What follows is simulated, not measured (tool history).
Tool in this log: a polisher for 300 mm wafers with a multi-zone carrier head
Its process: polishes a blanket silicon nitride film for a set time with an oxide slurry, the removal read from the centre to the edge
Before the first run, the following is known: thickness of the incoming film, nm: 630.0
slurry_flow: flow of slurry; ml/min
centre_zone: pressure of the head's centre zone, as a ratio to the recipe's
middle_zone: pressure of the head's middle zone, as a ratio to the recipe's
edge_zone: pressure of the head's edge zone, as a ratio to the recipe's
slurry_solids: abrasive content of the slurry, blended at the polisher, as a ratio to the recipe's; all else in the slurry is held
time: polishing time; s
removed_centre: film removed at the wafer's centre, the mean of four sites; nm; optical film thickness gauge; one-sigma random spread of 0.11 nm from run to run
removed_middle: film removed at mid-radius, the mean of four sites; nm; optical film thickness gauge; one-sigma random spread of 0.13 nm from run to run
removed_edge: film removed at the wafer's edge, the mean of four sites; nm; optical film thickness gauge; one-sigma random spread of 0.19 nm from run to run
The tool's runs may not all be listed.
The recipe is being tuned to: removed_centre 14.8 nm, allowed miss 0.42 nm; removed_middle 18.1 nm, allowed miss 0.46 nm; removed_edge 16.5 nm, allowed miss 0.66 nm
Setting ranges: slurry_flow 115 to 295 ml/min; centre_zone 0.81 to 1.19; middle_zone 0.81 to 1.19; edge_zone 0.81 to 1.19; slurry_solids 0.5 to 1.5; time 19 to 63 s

{"run": 1, "hour": 0.0, "slurry_flow": 190, "centre_zone": 1, "middle_zone": 1, "edge_zone": 1, "slurry_solids": 1, "time": 41, "removed_centre": 29.69, "removed_middle": 29.986, "removed_edge": 28.764}
{"run": 2, "hour": 3.6, "slurry_flow": 180, "centre_zone": 0.96, "middle_zone": 1, "edge_zone": 0.97, "slurry_solids": 0.9, "time": 39, "removed_centre": 25.203, "removed_middle": 26.256, "removed_edge": 25.708}
{"run": 3, "hour": 5.0, "slurry_flow": 180, "centre_zone": 0.96, "middle_zone": 1, "edge_zone": 1, "slurry_solids": 0.9, "time": 39, "removed_centre": 25.163, "removed_middle": 26.27, "removed_edge": 26.191}
{"run": 4, "hour": 7.1, "slurry_flow": 180, "centre_zone": 0.89, "middle_zone": 1, "edge_zone": 1, "slurry_solids": 0.9, "time": 39, "removed_centre": 23.421, "removed_middle": 26.188, "removed_edge": 26.393}
{"run": 5, "hour": 11.1, "slurry_flow": 180, "centre_zone": 0.88, "middle_zone": 1.02, "edge_zone": 0.96, "slurry_solids": 0.8, "time": 37, "removed_centre": 20.418, "removed_middle": 23.421, "removed_edge": 22.092}
{"run": 6, "hour": 15.8, "slurry_flow": 180, "centre_zone": 0.88, "middle_zone": 1.02, "edge_zone": 0.96, "slurry_solids": 0.9, "time": 37, "removed_centre": 22.089, "removed_middle": 25.118, "removed_edge": 24.711}
{"run": 7, "hour": 20.3, "slurry_flow": 175, "centre_zone": 0.87, "middle_zone": 1.02, "edge_zone": 0.95, "slurry_solids": 0.8, "time": 37, "removed_centre": 19.833, "removed_middle": 23.105, "removed_edge": 22.632}
{"run": 8, "hour": 22.7, "slurry_flow": 180, "centre_zone": 0.86, "middle_zone": 1.02, "edge_zone": 0.93, "slurry_solids": 0.75, "time": 37, "removed_centre": 18.805, "removed_middle": 22.389, "removed_edge": 21.436}
{"run": 9, "hour": 26.9, "slurry_flow": 180, "centre_zone": 0.86, "middle_zone": 1.02, "edge_zone": 0.93, "slurry_solids": 0.75, "time": 37, "removed_centre": 18.852, "removed_middle": 22.132, "removed_edge": 21.223}
{"run": 10, "hour": 28.1, "slurry_flow": 185, "centre_zone": 0.85, "middle_zone": 1.02, "edge_zone": 0.91, "slurry_solids": 0.7, "time": 37, "removed_centre": 17.474, "removed_middle": 21.162, "removed_edge": 20.142}

Which of these 4 next moves meets every target?
{"run": "A", "hour": 29.3, "slurry_flow": 165, "centre_zone": 0.87, "middle_zone": 1.12, "edge_zone": 0.92, "slurry_solids": 0.75, "time": 38, "removed_centre": "?", "removed_middle": "?", "removed_edge": "?"}
{"run": "B", "hour": 29.3, "slurry_flow": 240, "centre_zone": 0.87, "middle_zone": 1.09, "edge_zone": 1.01, "slurry_solids": 0.75, "time": 27, "removed_centre": "?", "removed_middle": "?", "removed_edge": "?"}
{"run": "C", "hour": 29.3, "slurry_flow": 140, "centre_zone": 0.99, "middle_zone": 0.95, "edge_zone": 0.81, "slurry_solids": 1, "time": 25, "removed_centre": "?", "removed_middle": "?", "removed_edge": "?"}
{"run": "D", "hour": 29.3, "slurry_flow": 145, "centre_zone": 0.82, "middle_zone": 0.88, "edge_zone": 0.95, "slurry_solids": 0.65, "time": 36, "removed_centre": "?", "removed_middle": "?", "removed_edge": "?"}

move=A removed_centre=19.515 removed_middle=24.387 removed_edge=21.433
move=B removed_centre=14.758 removed_middle=17.899 removed_edge=16.44
move=C removed_centre=17.064 removed_middle=16.36 removed_edge=16.002
move=D removed_centre=15.022 removed_middle=16.346 removed_edge=17.989
A: misses by more than the last run did
B: in spec on every target
C: the result that was furthest off in the last run now lies on the other side of its target
D: the result that was furthest off in the last run now lies on the other side of its target
Go with B: it meets all targets.
